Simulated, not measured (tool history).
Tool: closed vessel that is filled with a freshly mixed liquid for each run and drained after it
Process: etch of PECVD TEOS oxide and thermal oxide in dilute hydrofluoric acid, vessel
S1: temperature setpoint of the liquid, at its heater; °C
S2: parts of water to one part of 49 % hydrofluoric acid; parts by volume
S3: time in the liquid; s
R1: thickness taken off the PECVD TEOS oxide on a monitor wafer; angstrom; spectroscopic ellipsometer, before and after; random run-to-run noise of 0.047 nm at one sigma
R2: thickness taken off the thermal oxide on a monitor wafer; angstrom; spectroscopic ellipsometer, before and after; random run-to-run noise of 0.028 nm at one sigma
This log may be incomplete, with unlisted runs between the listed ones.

run	hour	S1	S2	S3	R1	R2
1	0	20	55	150	211.1	125.7
2	4.9	20	35	150	335.27	202.78
3	9.9	18	35	150	310.08	186.35
4	12.2	18	35	120	248.68	149.15
5	17.6	18	40	120	216.49	129.25
6	21	18	40	165	294.48	178.57
7	24.9	18	45	165	259.7	158.54

Forecast run 8:
8	33.9	18	45	165	?	?

Logged for run 8: R1 262.05 angstrom, R2 157.94 angstrom.
